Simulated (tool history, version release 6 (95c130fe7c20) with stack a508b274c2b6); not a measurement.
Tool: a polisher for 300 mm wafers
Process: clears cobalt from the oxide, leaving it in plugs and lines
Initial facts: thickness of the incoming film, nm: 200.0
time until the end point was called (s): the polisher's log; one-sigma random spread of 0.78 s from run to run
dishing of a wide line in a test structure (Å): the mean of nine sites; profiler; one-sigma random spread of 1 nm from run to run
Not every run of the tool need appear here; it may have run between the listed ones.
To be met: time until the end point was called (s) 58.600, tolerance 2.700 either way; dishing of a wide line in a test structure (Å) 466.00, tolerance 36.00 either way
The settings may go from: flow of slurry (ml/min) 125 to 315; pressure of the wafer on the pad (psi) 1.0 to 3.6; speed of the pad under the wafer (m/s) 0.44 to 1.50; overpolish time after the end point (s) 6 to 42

| run | day | flow of slurry (ml/min) | pressure of the wafer on the pad (psi) | speed of the pad under the wafer (m/s) | overpolish time after the end point (s) | time until the end point was called (s) | dishing of a wide line in a test structure (Å) |
|---|---|---|---|---|---|---|---|
| 1 | 0.000 | 205 | 2.3 | 0.96 | 21 | 43.937 | 460.53 |
| 2 | 0.221 | 205 | 2.2 | 0.96 | 22 | 45.728 | 436.47 |
| 3 | 0.412 | 180 | 2.2 | 0.96 | 22 | 47.406 | 455.45 |
| 4 | 0.542 | 180 | 1.9 | 0.96 | 22 | 54.986 | 420.09 |
| 5 | 0.671 | 180 | 1.7 | 0.96 | 22 | 59.018 | 391.60 |
| 6 | 0.833 | 175 | 1.7 | 0.96 | 23 | 61.004 | 403.12 |
|  | 0.996 | worn pad replaced by a new one |
| 7 | 0.996 | 175 | 1.7 | 0.96 | 23 | 53.576 | 439.13 |
| 8 | 1.142 | 170 | 1.6 | 0.96 | 24 | 58.366 | 432.61 |

5 next moves are on the table. One of them brings every result within its allowed miss. Which?
| A | 1.288 | 195 | 1.4 | 1.08 | 29 | ? | ? |
| B | 1.288 | 190 | 1.4 | 1.04 | 21 | ? | ? |
| C | 1.288 | 250 | 1.6 | 0.88 | 20 | ? | ? |
| D | 1.288 | 195 | 1.4 | 1.12 | 17 | ? | ? |
| E | 1.288 | 200 | 1.4 | 1.12 | 21 | ? | ? |

| move | time until the end point was called (s) | dishing of a wide line in a test structure (Å) |
|---|---|---|
| A | 60.845 | 456.80 |
| B | 62.964 | 380.44 |
| C | 60.927 | 376.96 |
| D | 59.084 | 347.89 |
| E | 58.863 | 395.01 |
A: in spec on every target
B: moves away from the targets compared with the last run
C: moves away from the targets compared with the last run
D: moves away from the targets compared with the last run
E: moves away from the targets compared with the last run
Move A is the one to make.

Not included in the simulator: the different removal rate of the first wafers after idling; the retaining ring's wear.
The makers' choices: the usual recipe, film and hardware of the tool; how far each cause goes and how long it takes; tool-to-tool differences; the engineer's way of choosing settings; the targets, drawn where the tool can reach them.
